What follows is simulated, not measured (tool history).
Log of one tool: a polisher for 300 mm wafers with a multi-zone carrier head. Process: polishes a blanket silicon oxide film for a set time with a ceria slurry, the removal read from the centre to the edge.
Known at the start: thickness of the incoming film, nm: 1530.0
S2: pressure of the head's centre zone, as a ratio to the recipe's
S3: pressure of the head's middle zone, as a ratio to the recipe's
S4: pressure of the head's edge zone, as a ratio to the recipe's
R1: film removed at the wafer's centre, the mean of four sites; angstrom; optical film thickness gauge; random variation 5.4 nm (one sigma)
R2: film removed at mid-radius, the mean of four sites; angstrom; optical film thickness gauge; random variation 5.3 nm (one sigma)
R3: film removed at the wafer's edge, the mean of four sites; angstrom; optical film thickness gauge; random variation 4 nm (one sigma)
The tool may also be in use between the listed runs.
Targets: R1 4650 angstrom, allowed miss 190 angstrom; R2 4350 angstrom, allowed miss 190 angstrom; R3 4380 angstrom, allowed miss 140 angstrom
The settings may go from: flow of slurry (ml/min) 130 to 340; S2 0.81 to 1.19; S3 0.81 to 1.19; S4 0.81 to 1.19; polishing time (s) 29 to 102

run 1 hour=0 | flow_of_slurry_(ml/min)=220 S2=1 S3=1 S4=1 polishing_time_(s)=65 | R1=3330.4 R2=3414.2 R3=3420.2
run 2 hour=2.1 | flow_of_slurry_(ml/min)=220 S2=1 S3=1 S4=1 polishing_time_(s)=53 | R1=2834.7 R2=2749.9 R3=2757
run 3 hour=8.2 | flow_of_slurry_(ml/min)=220 S2=1 S3=1 S4=1 polishing_time_(s)=60 | R1=3065.4 R2=3106.3 R3=3126
run 4 hour=11.4 | flow_of_slurry_(ml/min)=230 S2=1.04 S3=1.01 S4=1.03 polishing_time_(s)=64 | R1=3546.1 R2=3322.1 R3=3397.1
run 5 hour=12.5 | flow_of_slurry_(ml/min)=230 S2=1.04 S3=1.01 S4=1.1 polishing_time_(s)=64 | R1=3454.5 R2=3335.6 R3=3579.9
run 6 hour=19 | flow_of_slurry_(ml/min)=240 S2=1.06 S3=1.04 S4=1.11 polishing_time_(s)=67 | R1=3784.5 R2=3644.9 R3=3716.9
run 7 hour=20.3 | flow_of_slurry_(ml/min)=245 S2=1.07 S3=1.05 S4=1.12 polishing_time_(s)=69 | R1=3928 R2=3834.5 R3=3870.1
run 8 hour=23.9 | flow_of_slurry_(ml/min)=250 S2=1.09 S3=1.06 S4=1.13 polishing_time_(s)=71 | R1=4020.3 R2=3846.2 R3=3960.9
run 9 hour=30.6 | flow_of_slurry_(ml/min)=255 S2=1.11 S3=1.07 S4=1.14 polishing_time_(s)=73 | R1=4194.5 R2=4130.7 R3=4103.1
run 10 hour=35.3 | flow_of_slurry_(ml/min)=260 S2=1.13 S3=1.07 S4=1.15 polishing_time_(s)=74 | R1=4366.1 R2=4194.3 R3=4171.2

4 next moves are on the table. One of them brings every result within its allowed miss. Which?
run A hour=40 | flow_of_slurry_(ml/min)=235 S2=1.13 S3=1.01 S4=1.19 polishing_time_(s)=71 | R1=? R2=? R3=?
run B hour=40 | flow_of_slurry_(ml/min)=270 S2=1.1 S3=1.19 S4=1.08 polishing_time_(s)=70 | R1=? R2=? R3=?
run C hour=40 | flow_of_slurry_(ml/min)=250 S2=1.01 S3=0.97 S4=1.12 polishing_time_(s)=77 | R1=? R2=? R3=?
run D hour=40 | flow_of_slurry_(ml/min)=275 S2=1.09 S3=1.02 S4=1.04 polishing_time_(s)=81 | R1=? R2=? R3=?

move=A R1=4128.1 R2=3717.2 R3=4046.7
move=B R1=4053.5 R2=4287 R3=3833
move=C R1=4098.5 R2=3928 R3=4279.3
move=D R1=4658.3 R2=4356.1 R3=4369.4
A: further off than the last run
B: further off than the last run
C: further off than the last run
D: meets every target
The right move is D.

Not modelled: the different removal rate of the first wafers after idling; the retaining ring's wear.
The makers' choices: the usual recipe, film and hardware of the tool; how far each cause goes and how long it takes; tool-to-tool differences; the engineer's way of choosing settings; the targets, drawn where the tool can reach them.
